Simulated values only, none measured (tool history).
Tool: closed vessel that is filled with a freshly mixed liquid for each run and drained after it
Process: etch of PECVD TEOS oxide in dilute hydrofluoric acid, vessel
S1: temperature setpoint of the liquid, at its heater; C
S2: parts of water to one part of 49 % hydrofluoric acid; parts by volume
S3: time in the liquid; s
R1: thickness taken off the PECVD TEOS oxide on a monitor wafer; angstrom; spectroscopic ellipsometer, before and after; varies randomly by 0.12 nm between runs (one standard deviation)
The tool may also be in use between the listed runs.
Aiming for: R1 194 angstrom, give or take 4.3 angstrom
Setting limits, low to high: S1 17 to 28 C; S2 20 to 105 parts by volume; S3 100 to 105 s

run	day	S1	S2	S3	R1
1	0	20	55	100	244.07
2	0.033	19	55	100	234.44
3	0.267	18.5	55	100	228.98
4	0.325	20.5	55	100	247.1
5	0.612	17.5	55	100	219.56
6	0.779	17.5	70	100	169.3
7	0.9	18.5	70	100	177.21
8	1.204	19	70	100	180.64

Exercise: of the 4 proposed moves below, exactly one satisfies all targets within the stated allowed misses. Which move is it?
A	1.508	19	65	100	?
B	1.508	18.5	65	105	?
C	1.508	21	70	105	?
D	1.508	17	60	105	?

move	R1
A	195.51
B	200.97
C	206.1
D	205.3
A: in spec on every target
B: takes the result that was furthest off past its target
C: takes the result that was furthest off past its target
D: takes the result that was furthest off past its target
Move A is the one to make.

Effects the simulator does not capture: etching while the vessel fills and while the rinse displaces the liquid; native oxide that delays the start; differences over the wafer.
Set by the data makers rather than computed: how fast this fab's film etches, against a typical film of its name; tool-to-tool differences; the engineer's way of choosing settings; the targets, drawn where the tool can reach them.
